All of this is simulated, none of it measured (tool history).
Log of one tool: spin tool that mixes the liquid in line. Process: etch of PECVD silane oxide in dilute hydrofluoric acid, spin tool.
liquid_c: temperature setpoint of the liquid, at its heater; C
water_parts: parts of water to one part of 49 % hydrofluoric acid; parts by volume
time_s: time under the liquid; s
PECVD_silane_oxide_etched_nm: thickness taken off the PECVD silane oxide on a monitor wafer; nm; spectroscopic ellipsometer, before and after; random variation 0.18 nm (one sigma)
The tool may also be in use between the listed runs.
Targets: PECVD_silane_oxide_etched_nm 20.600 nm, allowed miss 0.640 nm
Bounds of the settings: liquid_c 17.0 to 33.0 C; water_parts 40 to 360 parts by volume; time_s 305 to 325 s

| run | day | liquid_c | water_parts | time_s | PECVD_silane_oxide_etched_nm |
|---|---|---|---|---|---|
| 1 | 0.000 | 25.0 | 200 | 305 | 23.548 |
| 2 | 0.133 | 25.0 | 200 | 325 | 24.854 |
| 3 | 0.188 | 24.0 | 200 | 325 | 24.320 |
| 4 | 0.217 | 23.5 | 200 | 325 | 23.802 |
| 5 | 0.258 | 23.5 | 265 | 325 | 16.760 |
| 6 | 0.608 | 24.5 | 265 | 325 | 17.447 |
| 7 | 0.883 | 25.0 | 265 | 325 | 17.653 |
| 8 | 1.196 | 25.5 | 265 | 325 | 18.085 |
| 9 | 1.383 | 26.0 | 265 | 325 | 18.323 |
| 10 | 1.500 | 26.5 | 265 | 325 | 18.602 |
| 11 | 1.833 | 26.5 | 265 | 325 | 18.929 |

4 next moves are on the table. One of them brings every result within its allowed miss. Which?
| A | 2.167 | 25.0 | 250 | 325 | ? |
| B | 2.167 | 25.0 | 250 | 320 | ? |
| C | 2.167 | 25.0 | 280 | 325 | ? |
| D | 2.167 | 26.0 | 230 | 305 | ? |

| move | PECVD_silane_oxide_etched_nm |
|---|---|
| A | 19.138 |
| B | 18.844 |
| C | 16.569 |
| D | 20.661 |
A: nearer than the last run, and not there yet
B: further off than the last run
C: further off than the last run
D: meets every target
Answer: D
